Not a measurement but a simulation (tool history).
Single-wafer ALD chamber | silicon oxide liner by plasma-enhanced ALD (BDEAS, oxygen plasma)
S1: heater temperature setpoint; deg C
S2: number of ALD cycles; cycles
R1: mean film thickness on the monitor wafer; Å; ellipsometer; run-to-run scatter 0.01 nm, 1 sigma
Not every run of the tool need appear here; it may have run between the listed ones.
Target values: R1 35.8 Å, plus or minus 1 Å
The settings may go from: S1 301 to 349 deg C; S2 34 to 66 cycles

{"run": 1, "hour": 0.0, "S1": 325, "S2": 50, "R1": 42.38}
{"run": 2, "hour": 8.6, "S1": 325, "S2": 48, "R1": 40.85}
{"run": 3, "hour": 13.5, "S1": 325, "S2": 54, "R1": 45.989}
{"run": 4, "hour": 18.8, "S1": 326, "S2": 50, "R1": 42.439}
{"run": 5, "hour": 23.4, "S1": 326, "S2": 53, "R1": 45.23}
{"run": 6, "hour": 29.0, "S1": 326, "S2": 49, "R1": 41.582}
{"run": 7, "hour": 30.8, "S1": 326, "S2": 47, "R1": 40.197}
{"run": 8, "hour": 38.3, "S1": 327, "S2": 40, "R1": 33.999}

Consider the 4 candidate settings below. Which is the only one whose results all fall within their allowed miss of target?
{"run": "A", "hour": 45.8, "S1": 329, "S2": 36, "R1": "?"}
{"run": "B", "hour": 45.8, "S1": 331, "S2": 42, "R1": "?"}
{"run": "C", "hour": 45.8, "S1": 325, "S2": 36, "R1": "?"}
{"run": "D", "hour": 45.8, "S1": 326, "S2": 38, "R1": "?"}

move=A R1=30.678
move=B R1=35.687
move=C R1=30.855
move=D R1=32.523
A: lands further from the targets than the last run did
B: in spec on every target
C: lands further from the targets than the last run did
D: lands further from the targets than the last run did
The right move is B.
